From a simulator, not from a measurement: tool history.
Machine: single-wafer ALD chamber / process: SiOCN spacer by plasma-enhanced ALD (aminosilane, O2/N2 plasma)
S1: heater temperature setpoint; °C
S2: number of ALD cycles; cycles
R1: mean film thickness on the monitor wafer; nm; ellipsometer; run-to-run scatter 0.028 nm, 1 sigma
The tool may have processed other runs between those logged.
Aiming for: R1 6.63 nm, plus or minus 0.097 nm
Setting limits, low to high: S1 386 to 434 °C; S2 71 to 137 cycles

{"run": 1, "hour": 0.0, "S1": 410, "S2": 104, "R1": 6.2253}
{"run": 2, "hour": 7.0, "S1": 401, "S2": 104, "R1": 6.2497}
{"run": 3, "hour": 13.4, "S1": 401, "S2": 93, "R1": 5.6008}
{"run": 4, "hour": 17.0, "S1": 401, "S2": 100, "R1": 6.015}
{"run": 5, "hour": 19.6, "S1": 401, "S2": 103, "R1": 6.2051}
{"run": 6, "hour": 28.1, "S1": 401, "S2": 96, "R1": 5.8278}
{"run": 7, "hour": 31.5, "S1": 400, "S2": 101, "R1": 6.0856}
{"run": 8, "hour": 33.3, "S1": 400, "S2": 104, "R1": 6.269}
{"run": 9, "hour": 36.8, "S1": 400, "S2": 106, "R1": 6.4231}
{"run": 10, "hour": 46.1, "S1": 399, "S2": 107, "R1": 6.425}
{"run": 11, "hour": 49.2, "S1": 399, "S2": 108, "R1": 6.4699}

Pick the move, out of 4, that brings all results within their allowed miss; only one does.
{"run": "A", "hour": 52.3, "S1": 409, "S2": 108, "R1": "?"}
{"run": "B", "hour": 52.3, "S1": 413, "S2": 112, "R1": "?"}
{"run": "C", "hour": 52.3, "S1": 397, "S2": 106, "R1": "?"}
{"run": "D", "hour": 52.3, "S1": 407, "S2": 105, "R1": "?"}

move=A R1=6.4433
move=B R1=6.5899
move=C R1=6.3676
move=D R1=6.3075
A: the biggest miss grows against the last run
B: in spec on every target
C: the biggest miss grows against the last run
D: the biggest miss grows against the last run
So the answer is move B, the one that meets all the targets.
